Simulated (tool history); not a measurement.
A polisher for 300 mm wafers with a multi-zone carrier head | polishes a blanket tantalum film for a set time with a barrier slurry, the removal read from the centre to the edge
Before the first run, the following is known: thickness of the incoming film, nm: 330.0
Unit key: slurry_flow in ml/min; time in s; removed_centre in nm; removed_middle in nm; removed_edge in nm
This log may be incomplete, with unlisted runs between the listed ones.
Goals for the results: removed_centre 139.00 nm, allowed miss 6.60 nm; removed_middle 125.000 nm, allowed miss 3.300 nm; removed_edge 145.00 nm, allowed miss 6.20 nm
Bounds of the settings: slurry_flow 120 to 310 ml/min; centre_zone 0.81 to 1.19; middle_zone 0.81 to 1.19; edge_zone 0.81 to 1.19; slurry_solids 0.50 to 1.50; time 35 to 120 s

| run | hour | slurry_flow | centre_zone | middle_zone | edge_zone | slurry_solids | time | removed_centre | removed_middle | removed_edge |
|---|---|---|---|---|---|---|---|---|---|---|
| 1 | 0.0 | 200 | 1.00 | 1.00 | 1.00 | 1.00 | 77 | 101.74 | 97.217 | 100.07 |
| 2 | 0.7 | 200 | 1.00 | 1.00 | 1.00 | 1.15 | 77 | 104.43 | 100.070 | 104.38 |
| 3 | 4.4 | 200 | 1.00 | 1.08 | 1.00 | 1.15 | 77 | 103.16 | 108.140 | 105.67 |
| 4 | 10.1 | 200 | 1.01 | 1.07 | 1.03 | 1.20 | 79 | 107.58 | 110.910 | 109.18 |
| 5 | 15.5 | 200 | 1.09 | 1.07 | 1.03 | 1.20 | 79 | 116.44 | 110.910 | 108.18 |
| 6 | 23.2 | 200 | 1.09 | 1.11 | 1.03 | 1.20 | 79 | 116.38 | 113.660 | 108.65 |
| 7 | 27.9 | 200 | 1.08 | 1.08 | 1.06 | 1.25 | 81 | 119.97 | 114.410 | 113.93 |
| 8 | 32.5 | 205 | 1.07 | 1.07 | 1.08 | 1.30 | 82 | 120.33 | 115.710 | 115.94 |

Pick the move, out of 5, that brings all results within their allowed miss; only one does.
| A | 37.1 | 185 | 1.02 | 1.04 | 1.05 | 1.50 | 93 | ? | ? | ? |
| B | 37.1 | 130 | 0.82 | 0.95 | 1.19 | 1.50 | 93 | ? | ? | ? |
| C | 37.1 | 190 | 1.18 | 1.08 | 1.16 | 1.45 | 92 | ? | ? | ? |
| D | 37.1 | 220 | 1.17 | 1.17 | 1.05 | 1.50 | 65 | ? | ? | ? |
| E | 37.1 | 215 | 1.01 | 0.94 | 1.16 | 1.30 | 98 | ? | ? | ? |

| move | removed_centre | removed_middle | removed_edge |
|---|---|---|---|
| A | 132.99 | 129.290 | 134.85 |
| B | 103.55 | 111.080 | 136.27 |
| C | 147.25 | 131.710 | 139.79 |
| D | 106.75 | 102.650 | 96.00 |
| E | 138.76 | 124.540 | 148.06 |
A: gains on the last run, yet a result remains outside its allowed miss
B: its largest miss is bigger than the last run's
C: the furthest-off result lands on target, but another misses its tolerance
D: its largest miss is bigger than the last run's
E: each result inside its tolerance
E is the move that brings every result within its allowed miss.
